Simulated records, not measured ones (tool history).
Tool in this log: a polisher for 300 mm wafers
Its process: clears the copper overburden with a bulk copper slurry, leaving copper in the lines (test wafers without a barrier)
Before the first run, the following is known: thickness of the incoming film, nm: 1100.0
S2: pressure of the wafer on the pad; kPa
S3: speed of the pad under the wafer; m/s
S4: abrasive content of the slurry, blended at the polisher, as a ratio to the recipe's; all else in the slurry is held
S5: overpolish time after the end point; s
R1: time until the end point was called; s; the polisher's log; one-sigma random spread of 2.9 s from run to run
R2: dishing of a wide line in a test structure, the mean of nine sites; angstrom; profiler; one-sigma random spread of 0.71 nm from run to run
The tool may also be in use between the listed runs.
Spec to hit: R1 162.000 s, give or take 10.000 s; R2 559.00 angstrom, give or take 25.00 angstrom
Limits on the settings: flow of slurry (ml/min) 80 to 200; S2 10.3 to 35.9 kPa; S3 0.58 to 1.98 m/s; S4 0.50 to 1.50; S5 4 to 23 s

Run 1, hour 0.0: flow of slurry (ml/min) 130, S2 22.8 kPa, S3 1.28 m/s, S4 1.00, S5 12 s. Result: R1 70.423 s, R2 757.47 angstrom.
Run 2, hour 1.6: flow of slurry (ml/min) 130, S2 19.3 kPa, S3 1.20 m/s, S4 1.00, S5 13 s. Result: R1 88.555 s, R2 695.12 angstrom.
Run 3, hour 4.3: flow of slurry (ml/min) 130, S2 23.4 kPa, S3 1.20 m/s, S4 1.00, S5 13 s. Result: R1 73.954 s, R2 764.67 angstrom.
Run 4, hour 12.4: flow of slurry (ml/min) 145, S2 23.4 kPa, S3 1.20 m/s, S4 1.00, S5 13 s. Result: R1 73.587 s, R2 769.44 angstrom.
Run 5, hour 21.1: flow of slurry (ml/min) 145, S2 20.0 kPa, S3 1.12 m/s, S4 1.00, S5 14 s. Result: R1 93.049 s, R2 720.40 angstrom.
Run 6, hour 25.4: flow of slurry (ml/min) 145, S2 16.5 kPa, S3 1.12 m/s, S4 1.00, S5 14 s. Result: R1 109.610 s, R2 624.23 angstrom.
Run 7, hour 29.6: flow of slurry (ml/min) 145, S2 15.2 kPa, S3 1.10 m/s, S4 1.00, S5 15 s. Result: R1 118.620 s, R2 609.57 angstrom.
Run 8, hour 32.9: flow of slurry (ml/min) 145, S2 13.8 kPa, S3 1.08 m/s, S4 1.00, S5 16 s. Result: R1 135.380 s, R2 584.70 angstrom.
Run 9, hour 35.2: flow of slurry (ml/min) 145, S2 13.8 kPa, S3 1.08 m/s, S4 1.00, S5 16 s. Result: R1 133.240 s, R2 563.40 angstrom.
Run 10, hour 41.8: flow of slurry (ml/min) 145, S2 13.1 kPa, S3 1.06 m/s, S4 1.00, S5 17 s. Result: R1 150.460 s, R2 565.92 angstrom.
Run 11, hour 50.0: flow of slurry (ml/min) 140, S2 13.1 kPa, S3 1.06 m/s, S4 1.00, S5 18 s. Result: R1 145.580 s, R2 576.79 angstrom.

Next run, 4 choices. One meets every target within its allowed miss, the rest don't. Which?
Run A, hour 58.2: flow of slurry (ml/min) 155, S2 14.5 kPa, S3 1.16 m/s, S4 1.00, S5 13 s. Result: R1 ?, R2 ?.
Run B, hour 58.2: flow of slurry (ml/min) 145, S2 19.3 kPa, S3 0.58 m/s, S4 1.45, S5 16 s. Result: R1 ?, R2 ?.
Run C, hour 58.2: flow of slurry (ml/min) 145, S2 13.1 kPa, S3 1.16 m/s, S4 1.00, S5 18 s. Result: R1 ?, R2 ?.
Run D, hour 58.2: flow of slurry (ml/min) 145, S2 13.1 kPa, S3 1.26 m/s, S4 0.70, S5 17 s. Result: R1 ?, R2 ?.

move       R1      R2
   A  119.510  571.74
   B  163.190  566.36
   C  132.760  621.22
   D  132.350  606.77
A: the biggest miss grows against the last run
B: every result within its allowed miss
C: the biggest miss grows against the last run
D: the biggest miss grows against the last run
The move that meets every target is B.
